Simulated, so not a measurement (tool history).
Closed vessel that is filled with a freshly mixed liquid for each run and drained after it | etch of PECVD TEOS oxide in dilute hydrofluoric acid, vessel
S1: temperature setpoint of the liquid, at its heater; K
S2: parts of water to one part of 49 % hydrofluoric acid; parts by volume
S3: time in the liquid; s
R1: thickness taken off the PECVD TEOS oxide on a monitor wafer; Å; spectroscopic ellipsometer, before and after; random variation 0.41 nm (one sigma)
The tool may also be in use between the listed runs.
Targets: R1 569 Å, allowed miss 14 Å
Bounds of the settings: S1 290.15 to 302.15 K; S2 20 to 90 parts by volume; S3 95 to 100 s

{"run": 1, "hour": 0.0, "S1": 294.15, "S2": 50, "S3": 95, "R1": 374.78}
{"run": 2, "hour": 6.7, "S1": 296.15, "S2": 50, "S3": 95, "R1": 402.47}
{"run": 3, "hour": 8.6, "S1": 299.15, "S2": 50, "S3": 95, "R1": 452.81}
{"run": 4, "hour": 11.5, "S1": 301.15, "S2": 50, "S3": 95, "R1": 491.48}
{"run": 5, "hour": 13.5, "S1": 301.65, "S2": 50, "S3": 95, "R1": 507.57}
{"run": 6, "hour": 22.8, "S1": 301.65, "S2": 50, "S3": 100, "R1": 528.3}
{"run": 7, "hour": 24.8, "S1": 302.15, "S2": 50, "S3": 100, "R1": 543.03}
{"run": 8, "hour": 27.9, "S1": 302.15, "S2": 45, "S3": 100, "R1": 604.54}
{"run": 9, "hour": 37.1, "S1": 301.65, "S2": 45, "S3": 100, "R1": 593.39}

5 next moves are on the table. One of them brings every result within its allowed miss. Which?
{"run": "A", "hour": 46.3, "S1": 299.15, "S2": 40, "S3": 100, "R1": "?"}
{"run": "B", "hour": 46.3, "S1": 302.15, "S2": 45, "S3": 95, "R1": "?"}
{"run": "C", "hour": 46.3, "S1": 302.15, "S2": 45, "S3": 100, "R1": "?"}
{"run": "D", "hour": 46.3, "S1": 300.15, "S2": 40, "S3": 95, "R1": "?"}
{"run": "E", "hour": 46.3, "S1": 298.65, "S2": 40, "S3": 100, "R1": "?"}

move=A R1=612.84
move=B R1=578.89
move=C R1=609.36
move=D R1=606.13
move=E R1=600.55
A: further off than the last run
B: meets every target
C: further off than the last run
D: further off than the last run
E: further off than the last run
Answer: B
